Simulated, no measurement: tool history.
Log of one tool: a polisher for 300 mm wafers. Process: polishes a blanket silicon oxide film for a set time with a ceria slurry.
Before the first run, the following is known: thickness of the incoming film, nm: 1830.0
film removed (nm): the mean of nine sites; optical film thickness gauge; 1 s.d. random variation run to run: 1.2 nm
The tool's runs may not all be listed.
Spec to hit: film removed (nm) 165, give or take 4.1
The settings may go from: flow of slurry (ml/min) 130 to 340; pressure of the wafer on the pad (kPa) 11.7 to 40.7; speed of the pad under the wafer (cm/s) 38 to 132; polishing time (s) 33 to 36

| run | day | flow of slurry (ml/min) | pressure of the wafer on the pad (kPa) | speed of the pad under the wafer (cm/s) | polishing time (s) | film removed (nm) |
|---|---|---|---|---|---|---|
| 1 | 0 | 220 | 26.2 | 84 | 36 | 192.04 |
| 2 | 0.212 | 215 | 25.5 | 84 | 36 | 188.13 |
| 3 | 0.546 | 215 | 24.8 | 84 | 36 | 184.05 |
| 4 | 0.658 | 175 | 24.8 | 84 | 36 | 177.34 |
| 5 | 0.775 | 225 | 24.8 | 84 | 36 | 183.55 |
| 6 | 1.133 | 225 | 19.3 | 84 | 36 | 146.94 |
| 7 | 1.45 | 230 | 20 | 84 | 36 | 156.18 |
| 8 | 1.55 | 235 | 20 | 84 | 36 | 155.4 |
| 9 | 1.6 | 240 | 20 | 84 | 36 | 155.5 |
| 10 | 1.7 | 245 | 20 | 84 | 36 | 155.27 |

Which single option among these 5 for the next run brings every result within its allowed miss of target? Just one does.
| A | 1.8 | 225 | 24.1 | 74 | 33 | ? |
| B | 1.8 | 245 | 20 | 80 | 36 | ? |
| C | 1.8 | 270 | 21.4 | 80 | 34 | ? |
| D | 1.8 | 295 | 11.7 | 118 | 36 | ? |
| E | 1.8 | 240 | 17.9 | 98 | 36 | ? |

| move | film removed (nm) |
|---|---|
| A | 147.19 |
| B | 148.71 |
| C | 149.97 |
| D | 142.72 |
| E | 162.93 |
A: the biggest miss grows against the last run
B: the biggest miss grows against the last run
C: the biggest miss grows against the last run
D: the biggest miss grows against the last run
E: all results land within tolerance of their targets
Correct choice: E, which meets every target
